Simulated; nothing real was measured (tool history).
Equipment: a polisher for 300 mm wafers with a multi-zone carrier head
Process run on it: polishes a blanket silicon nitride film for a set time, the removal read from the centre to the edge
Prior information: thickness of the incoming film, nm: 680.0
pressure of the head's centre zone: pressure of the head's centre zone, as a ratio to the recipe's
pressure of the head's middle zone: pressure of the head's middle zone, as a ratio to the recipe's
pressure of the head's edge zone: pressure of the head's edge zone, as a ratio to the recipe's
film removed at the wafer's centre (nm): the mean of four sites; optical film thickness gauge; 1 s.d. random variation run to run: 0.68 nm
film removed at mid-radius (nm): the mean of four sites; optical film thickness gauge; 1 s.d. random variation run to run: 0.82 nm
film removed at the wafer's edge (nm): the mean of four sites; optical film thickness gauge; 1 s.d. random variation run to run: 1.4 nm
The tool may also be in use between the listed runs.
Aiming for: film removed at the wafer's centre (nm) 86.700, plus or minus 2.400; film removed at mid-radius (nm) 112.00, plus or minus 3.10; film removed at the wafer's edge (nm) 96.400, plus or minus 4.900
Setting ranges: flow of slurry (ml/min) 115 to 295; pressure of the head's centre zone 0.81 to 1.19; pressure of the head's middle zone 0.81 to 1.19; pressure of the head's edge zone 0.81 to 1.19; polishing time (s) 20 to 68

| run | day | flow of slurry (ml/min) | pressure of the head's centre zone | pressure of the head's middle zone | pressure of the head's edge zone | polishing time (s) | film removed at the wafer's centre (nm) | film removed at mid-radius (nm) | film removed at the wafer's edge (nm) |
|---|---|---|---|---|---|---|---|---|---|
| 1 | 0.000 | 190 | 1.00 | 1.00 | 1.00 | 44 | 109.250 | 108.05 | 104.730 |
| 2 | 0.079 | 190 | 1.00 | 1.00 | 0.92 | 44 | 108.840 | 108.05 | 104.450 |
| 3 | 0.117 | 160 | 1.00 | 1.00 | 0.92 | 44 | 105.330 | 105.74 | 104.550 |
| 4 | 0.417 | 185 | 1.00 | 1.00 | 0.92 | 44 | 109.020 | 107.02 | 104.500 |
| 5 | 0.529 | 185 | 0.95 | 1.05 | 0.92 | 43 | 101.710 | 109.27 | 98.989 |
| 6 | 0.633 | 185 | 0.95 | 1.05 | 0.92 | 52 | 122.590 | 131.81 | 126.810 |
| 7 | 0.879 | 180 | 0.90 | 1.07 | 0.92 | 49 | 107.990 | 126.39 | 116.860 |
| 8 | 1.146 | 185 | 0.87 | 1.08 | 0.92 | 46 | 99.985 | 118.42 | 107.510 |
| 9 | 1.408 | 180 | 0.85 | 1.09 | 0.91 | 45 | 96.277 | 117.60 | 107.680 |
| 10 | 1.575 | 185 | 0.84 | 1.11 | 0.91 | 43 | 92.574 | 115.68 | 102.880 |
| 11 | 1.950 | 185 | 0.84 | 1.11 | 0.91 | 43 | 91.045 | 115.34 | 101.420 |

Consider the 4 candidate settings below. Which is the only one whose results all fall within their allowed miss of target?
| A | 2.325 | 245 | 0.97 | 1.15 | 0.96 | 39 | ? | ? | ? |
| B | 2.325 | 185 | 0.81 | 1.18 | 0.81 | 43 | ? | ? | ? |
| C | 2.325 | 130 | 0.97 | 1.15 | 0.92 | 43 | ? | ? | ? |
| D | 2.325 | 145 | 0.84 | 1.12 | 0.87 | 43 | ? | ? | ? |

| move | film removed at the wafer's centre (nm) | film removed at mid-radius (nm) | film removed at the wafer's edge (nm) |
|---|---|---|---|
| A | 97.464 | 109.59 | 98.306 |
| B | 88.182 | 119.67 | 100.650 |
| C | 97.913 | 111.21 | 100.710 |
| D | 87.671 | 110.60 | 100.300 |
A: the biggest miss grows against the last run
B: the furthest-off result lands on target, but another misses its tolerance
C: the biggest miss grows against the last run
D: every result lands within tolerance
D meets every target.

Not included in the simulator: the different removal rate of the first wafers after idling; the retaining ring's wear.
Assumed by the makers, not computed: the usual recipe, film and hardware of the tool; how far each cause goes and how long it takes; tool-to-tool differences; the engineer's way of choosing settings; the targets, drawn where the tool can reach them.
